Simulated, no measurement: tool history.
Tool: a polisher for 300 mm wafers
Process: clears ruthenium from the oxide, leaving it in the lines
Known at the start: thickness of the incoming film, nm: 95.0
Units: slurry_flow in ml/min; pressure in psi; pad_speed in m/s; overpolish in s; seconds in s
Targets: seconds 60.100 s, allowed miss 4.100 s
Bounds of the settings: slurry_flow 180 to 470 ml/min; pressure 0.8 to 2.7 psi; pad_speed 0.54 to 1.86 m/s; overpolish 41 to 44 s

run 1 day=0.000 | slurry_flow=300 pressure=1.7 pad_speed=1.18 overpolish=41 | seconds=104.460
run 2 day=0.292 | slurry_flow=300 pressure=1.3 pad_speed=1.18 overpolish=41 | seconds=137.380
run 3 day=0.592 | slurry_flow=300 pressure=1.1 pad_speed=1.18 overpolish=41 | seconds=161.290
run 4 day=0.817 | slurry_flow=300 pressure=1.3 pad_speed=1.20 overpolish=41 | seconds=134.680
run 5 day=1.021 | slurry_flow=300 pressure=1.5 pad_speed=1.22 overpolish=41 | seconds=119.330
run 6 day=1.179 | slurry_flow=365 pressure=1.5 pad_speed=1.22 overpolish=41 | seconds=116.630
run 7 day=1.304 | slurry_flow=365 pressure=1.6 pad_speed=1.24 overpolish=41 | seconds=107.210
run 8 day=1.333 | slurry_flow=365 pressure=2.1 pad_speed=1.34 overpolish=41 | seconds=74.980
run 9 day=1.579 | slurry_flow=365 pressure=2.3 pad_speed=1.36 overpolish=41 | seconds=69.876
run 10 day=1.708 | slurry_flow=365 pressure=2.4 pad_speed=1.38 overpolish=41 | seconds=65.630

Which of these 5 next moves meets every target?
run A day=1.838 | slurry_flow=415 pressure=2.3 pad_speed=1.86 overpolish=41 | seconds=?
run B day=1.838 | slurry_flow=350 pressure=2.7 pad_speed=1.34 overpolish=44 | seconds=?
run C day=1.838 | slurry_flow=325 pressure=2.3 pad_speed=1.34 overpolish=44 | seconds=?
run D day=1.838 | slurry_flow=310 pressure=2.7 pad_speed=1.76 overpolish=43 | seconds=?
run E day=1.838 | slurry_flow=330 pressure=2.6 pad_speed=1.66 overpolish=41 | seconds=?

move=A seconds=52.796
move=B seconds=60.254
move=C seconds=70.923
move=D seconds=48.391
move=E seconds=52.511
A: takes the result that was furthest off past its target
B: meets every target
C: further off than the last run
D: takes the result that was furthest off past its target
E: takes the result that was furthest off past its target
Move B is the one to make.

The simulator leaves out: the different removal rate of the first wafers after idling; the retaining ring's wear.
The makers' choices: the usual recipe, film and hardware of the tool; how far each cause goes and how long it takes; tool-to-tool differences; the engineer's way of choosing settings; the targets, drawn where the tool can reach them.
